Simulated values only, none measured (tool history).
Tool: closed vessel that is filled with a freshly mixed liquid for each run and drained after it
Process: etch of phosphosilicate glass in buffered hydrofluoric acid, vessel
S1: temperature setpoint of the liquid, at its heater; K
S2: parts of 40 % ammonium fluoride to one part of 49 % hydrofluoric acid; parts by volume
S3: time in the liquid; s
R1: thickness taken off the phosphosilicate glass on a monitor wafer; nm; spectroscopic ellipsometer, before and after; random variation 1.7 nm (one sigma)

Run 1, hour 0: S1 295.15 K, S2 18.5 parts by volume, S3 100 s. Result: R1 413.66 nm.
Run 2, hour 2.8: S1 294.15 K, S2 18.5 parts by volume, S3 100 s. Result: R1 388.07 nm.
Run 3, hour 8.7: S1 294.15 K, S2 20.5 parts by volume, S3 100 s. Result: R1 356.08 nm.
Run 4, hour 12.7: S1 293.65 K, S2 20.5 parts by volume, S3 100 s. Result: R1 344.87 nm.
Run 5, hour 15.8: S1 293.65 K, S2 20.5 parts by volume, S3 105 s. Result: R1 360.51 nm.
Run 6, hour 18.2: S1 293.65 K, S2 18.5 parts by volume, S3 105 s. Result: R1 399.19 nm.

Run 7 comes next. What will it give?
Run 7, hour 26.6: S1 293.65 K, S2 18.5 parts by volume, S3 105 s. Result: R1 ?.

Run 7 gave R1 396.09 nm.

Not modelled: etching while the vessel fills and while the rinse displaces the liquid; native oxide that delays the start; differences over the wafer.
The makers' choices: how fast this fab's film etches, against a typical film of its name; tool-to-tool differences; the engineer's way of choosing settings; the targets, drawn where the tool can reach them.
